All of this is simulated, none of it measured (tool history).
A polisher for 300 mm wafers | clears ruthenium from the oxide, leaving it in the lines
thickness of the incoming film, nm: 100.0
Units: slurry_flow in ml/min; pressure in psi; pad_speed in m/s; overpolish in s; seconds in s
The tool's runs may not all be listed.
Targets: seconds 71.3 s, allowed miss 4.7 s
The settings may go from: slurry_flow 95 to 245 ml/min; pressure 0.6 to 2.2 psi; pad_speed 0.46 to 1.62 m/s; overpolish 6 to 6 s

run,hour,slurry_flow,pressure,pad_speed,overpolish,seconds
1,0,155,1.4,1.04,6,135.04
2,7.6,155,1.4,1.04,6,133.03
3,15.8,155,1.5,1.06,6,115.97
4,17.2,155,1.6,1.06,6,115.28
5,20,155,1.7,1.08,6,106.15
6,25.8,155,1.7,1.32,6,87.535
7,29.9,155,1.8,1.32,6,82.747
8,35.1,155,1.9,1.34,6,76.097

4 next moves are on the table. One of them brings every result within its allowed miss. Which?
A,40.3,160,2.2,1.52,6,?
B,40.3,175,2,1.56,6,?
C,40.3,170,2,1.38,6,?
D,40.3,145,2,1.58,6,?

move,seconds
A,59.742
B,63.339
C,71.147
D,64.084
A: takes the result that was furthest off past its target
B: takes the result that was furthest off past its target
C: meets every target
D: takes the result that was furthest off past its target
The right move is C.
